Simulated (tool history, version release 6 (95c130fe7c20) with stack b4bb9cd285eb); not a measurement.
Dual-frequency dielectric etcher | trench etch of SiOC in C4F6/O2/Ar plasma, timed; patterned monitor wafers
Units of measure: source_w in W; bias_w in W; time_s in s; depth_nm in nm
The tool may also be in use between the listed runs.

run	hour	source_w	bias_w	time_s	depth_nm
1	0	320	258	12	27.254
2	1.1	290	248	12	25.429
3	6.9	320	248	12	26.61
4	15.3	360	248	12	28.75
5	20.2	360	291	12	30.172
6	23	360	251	12	28.846
7	25.4	330	246	12	26.955
8	26.6	310	243	12	26.137
9	28.2	290	240	12	24.959

Run 10 comes next. What will it give?
10	36.6	280	238	12	?

{"run 10": {"depth_nm": 24.402}}
